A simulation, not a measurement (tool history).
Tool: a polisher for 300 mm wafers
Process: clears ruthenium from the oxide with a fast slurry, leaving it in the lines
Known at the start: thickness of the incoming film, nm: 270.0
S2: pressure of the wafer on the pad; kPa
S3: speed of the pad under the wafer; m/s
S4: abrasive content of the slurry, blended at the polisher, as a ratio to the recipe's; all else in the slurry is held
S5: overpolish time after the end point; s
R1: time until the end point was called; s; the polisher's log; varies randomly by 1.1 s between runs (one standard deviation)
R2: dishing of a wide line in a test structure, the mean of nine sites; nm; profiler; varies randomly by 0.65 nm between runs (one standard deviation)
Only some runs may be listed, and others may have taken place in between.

run 1 hour=0 | flow_of_slurry_(ml/min)=315 S2=11.7 S3=0.84 S4=1 S5=26 | R1=114.9 R2=45.619
run 2 hour=6.4 | flow_of_slurry_(ml/min)=315 S2=11.7 S3=0.84 S4=0.9 S5=26 | R1=124.97 R2=43.331
run 3 hour=9.7 | flow_of_slurry_(ml/min)=315 S2=11.7 S3=0.84 S4=0.9 S5=16 | R1=123.44 R2=30.387
run 4 hour=14.3 | flow_of_slurry_(ml/min)=315 S2=11.7 S3=0.84 S4=0.9 S5=19 | R1=123.61 R2=35.215
run 5 hour=22.7 | flow_of_slurry_(ml/min)=315 S2=9.7 S3=0.84 S4=0.9 S5=19 | R1=149.14 R2=29.581
run 6 hour=24.9 | flow_of_slurry_(ml/min)=315 S2=10.3 S3=0.84 S4=0.9 S5=22 | R1=139.46 R2=36.034
run 7 hour=32.2 | flow_of_slurry_(ml/min)=315 S2=10.3 S3=0.84 S4=0.9 S5=24 | R1=140.29 R2=37.869
run 8 hour=35 | flow_of_slurry_(ml/min)=315 S2=10.3 S3=0.84 S4=0.9 S5=26 | R1=141.34 R2=39.511
run 9 hour=40.8 | flow_of_slurry_(ml/min)=315 S2=10.3 S3=0.84 S4=0.9 S5=28 | R1=139.3 R2=42.161
run 10 hour=43.3 | flow_of_slurry_(ml/min)=315 S2=10.3 S3=0.84 S4=0.9 S5=29 | R1=139.99 R2=44.174

What does the tool deliver on the next run?
run 11 hour=47.9 | flow_of_slurry_(ml/min)=315 S2=10.3 S3=0.84 S4=0.9 S5=30 | R1=? R2=?

Run 11 came out at R1 139.42 s, R2 43.823 nm.
